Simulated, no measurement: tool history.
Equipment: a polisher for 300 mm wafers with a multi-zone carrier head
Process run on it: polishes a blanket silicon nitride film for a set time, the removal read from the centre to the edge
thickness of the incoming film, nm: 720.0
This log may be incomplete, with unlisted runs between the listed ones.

run,hour,flow of slurry (ml/min),pressure of the head's centre zone,pressure of the head's middle zone,pressure of the head's edge zone,polishing time (s),film removed at the wafer's centre (angstrom),film removed at mid-radius (angstrom),film removed at the wafer's edge (angstrom)
1,0,150,1,1,1,80,2422.5,2245.4,2271.1
2,0.9,120,1,1,1,80,2314,2171.9,2227.1
3,7.7,120,1.07,1,1,80,2476.1,2199.7,2275.8
4,13.7,120,1,1,1,80,2293.8,2183.5,2262.4
5,14.9,150,1,1,1,80,2375.1,2268.7,2331.1
6,17.7,180,1,1,1,80,2455,2298.3,2313.8

Run 7 comes next. What will it give?
7,23.6,180,1,0.99,0.99,76,?,?,?

{"run 7": {"film removed at the wafer's centre (angstrom)": 2278.7, "film removed at mid-radius (angstrom)": 2171.2, "film removed at the wafer's edge (angstrom)": 2205.8}}
